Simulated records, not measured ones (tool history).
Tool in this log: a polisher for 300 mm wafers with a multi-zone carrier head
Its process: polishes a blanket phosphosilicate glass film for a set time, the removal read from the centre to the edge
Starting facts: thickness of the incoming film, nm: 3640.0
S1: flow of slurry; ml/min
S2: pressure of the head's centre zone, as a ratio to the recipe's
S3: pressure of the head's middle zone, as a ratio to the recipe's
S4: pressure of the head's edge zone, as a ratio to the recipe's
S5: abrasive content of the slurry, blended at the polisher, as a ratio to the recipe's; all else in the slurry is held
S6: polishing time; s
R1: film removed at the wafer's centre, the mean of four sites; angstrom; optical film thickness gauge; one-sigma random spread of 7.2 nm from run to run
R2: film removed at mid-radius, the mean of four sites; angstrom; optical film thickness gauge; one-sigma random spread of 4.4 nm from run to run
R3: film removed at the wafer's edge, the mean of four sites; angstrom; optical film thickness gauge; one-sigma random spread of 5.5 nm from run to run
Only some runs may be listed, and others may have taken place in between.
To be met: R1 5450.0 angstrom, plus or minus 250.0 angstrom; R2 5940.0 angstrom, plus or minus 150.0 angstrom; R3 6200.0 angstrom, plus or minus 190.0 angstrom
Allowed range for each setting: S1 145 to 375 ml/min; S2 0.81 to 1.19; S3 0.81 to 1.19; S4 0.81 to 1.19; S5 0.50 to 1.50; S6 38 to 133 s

run  hour   S1    S2    S3    S4    S5  S6      R1      R2      R3
  1   0.0  240  1.00  1.00  1.00  1.00  85  9184.7  8864.3  9113.0
  2   3.6  235  0.98  0.99  0.98  0.95  84  8437.9  8439.9  8731.9
  3   6.5  235  0.97  0.98  0.96  0.90  83  8069.8  8080.7  8324.2
  4  10.2  235  0.97  0.94  0.96  0.90  83  8147.1  7871.3  8084.6
  5  18.4  235  0.97  0.94  0.92  0.90  83  7976.1  7914.7  8134.7
  6  21.2  205  0.97  0.94  0.92  0.90  83  7800.2  7734.7  7977.6
  7  29.0  200  0.95  0.93  0.91  0.85  83  7458.9  7337.4  7669.5
  8  36.3  200  0.93  0.93  0.90  0.80  83  7159.7  7060.5  7333.0
  9  45.4  190  0.91  0.94  0.90  0.80  82  6790.3  7000.6  7207.4
 10  53.6  185  0.90  0.93  0.89  0.80  82  6669.2  6967.9  7208.5
 11  60.7  185  0.89  0.92  0.88  0.75  82  6311.3  6581.6  6857.5
 12  64.8  185  0.88  0.92  0.87  0.75  82  6174.0  6551.8  6714.0

Consider the 5 candidate settings below. Which is the only one whose results all fall within their allowed miss of target?
  A  68.9  145  0.94  0.81  1.03  0.70   83   ?   ?   ?
  B  68.9  145  0.81  0.81  0.89  0.80   81   ?   ?   ?
  C  68.9  160  0.86  0.92  0.86  0.95   66   ?   ?   ?
  D  68.9  155  0.82  0.84  0.95  0.80   78   ?   ?   ?
  E  68.9  155  0.94  0.81  1.10  0.55  100   ?   ?   ?

move      R1      R2      R3
   A  5854.0  5603.8  6630.4
   B  5411.0  6024.0  6778.8
   C  5355.6  6015.6  6178.8
   D  5371.9  6015.0  6743.8
   E  5840.5  5579.1  6729.6
A: takes the biggest miss from the last run beyond its target
B: brings the last run's worst result on target, with another outside its allowed miss
C: meets every target
D: brings the last run's worst result on target, with another outside its allowed miss
E: takes the biggest miss from the last run beyond its target
The right move is C.
